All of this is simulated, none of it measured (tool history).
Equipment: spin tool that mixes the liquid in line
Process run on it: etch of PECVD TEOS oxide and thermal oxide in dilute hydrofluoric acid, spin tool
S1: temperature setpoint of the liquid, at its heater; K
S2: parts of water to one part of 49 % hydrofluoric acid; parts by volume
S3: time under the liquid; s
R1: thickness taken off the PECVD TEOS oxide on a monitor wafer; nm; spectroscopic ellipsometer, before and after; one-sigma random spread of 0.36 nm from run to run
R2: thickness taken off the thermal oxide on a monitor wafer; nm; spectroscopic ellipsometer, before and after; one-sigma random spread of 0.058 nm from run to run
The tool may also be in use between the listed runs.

run,hour,S1,S2,S3,R1,R2
1,0,299.15,190,180,21.165,4.4613
2,1.1,300.65,180,180,23.988,4.9726
3,1.8,300.65,180,240,32.566,6.6002
4,8.6,301.65,175,240,34.667,7.069
5,12.6,302.65,175,240,35.648,7.3855
6,20.4,303.15,175,240,36.755,7.5667
7,21.8,303.65,175,240,37.826,7.5733
8,25.1,303.65,170,240,38.302,7.8699

Estimate the outcome of run 9 from the log above:
9,27.6,304.15,170,240,?,?

Run 9 measured R1 39.55 nm, R2 8.0572 nm.
